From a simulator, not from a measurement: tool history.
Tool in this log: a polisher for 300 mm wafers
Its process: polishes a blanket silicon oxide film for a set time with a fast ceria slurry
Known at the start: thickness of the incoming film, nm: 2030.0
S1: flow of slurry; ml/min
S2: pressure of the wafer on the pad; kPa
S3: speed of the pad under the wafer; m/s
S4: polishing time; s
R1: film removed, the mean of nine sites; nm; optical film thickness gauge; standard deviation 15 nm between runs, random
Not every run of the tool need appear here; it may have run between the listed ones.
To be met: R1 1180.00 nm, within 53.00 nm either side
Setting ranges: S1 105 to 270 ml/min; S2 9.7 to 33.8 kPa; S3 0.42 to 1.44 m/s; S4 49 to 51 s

| run | hour | S1 | S2 | S3 | S4 | R1 |
|---|---|---|---|---|---|---|
| 1 | 0.0 | 175 | 21.4 | 0.92 | 49 | 820.31 |
| 2 | 3.2 | 175 | 21.4 | 1.02 | 49 | 920.76 |
| 3 | 8.9 | 190 | 21.4 | 1.02 | 49 | 950.32 |
| 4 | 14.8 | 195 | 22.1 | 1.02 | 49 | 949.51 |
| 5 | 22.9 | 195 | 22.8 | 1.02 | 49 | 1001.10 |
| 6 | 24.2 | 220 | 22.8 | 1.02 | 49 | 997.83 |
| 7 | 31.4 | 220 | 22.8 | 1.02 | 49 | 994.78 |
| 8 | 37.6 | 220 | 23.4 | 1.02 | 49 | 1027.60 |

Pick the move, out of 4, that brings all results within their allowed miss; only one does.
| A | 43.8 | 215 | 24.8 | 1.10 | 50 | ? |
| B | 43.8 | 205 | 33.8 | 0.58 | 49 | ? |
| C | 43.8 | 205 | 17.2 | 1.26 | 50 | ? |
| D | 43.8 | 215 | 24.1 | 1.20 | 51 | ? |

| move | R1 |
|---|---|
| A | 1188.30 |
| B | 864.21 |
| C | 955.44 |
| D | 1280.90 |
A: every result lands within tolerance
B: lands further from the targets than the last run did
C: lands further from the targets than the last run did
D: moves the result that the last run missed by most past its target, out the other side
So the answer is move A, the one that meets all the targets.
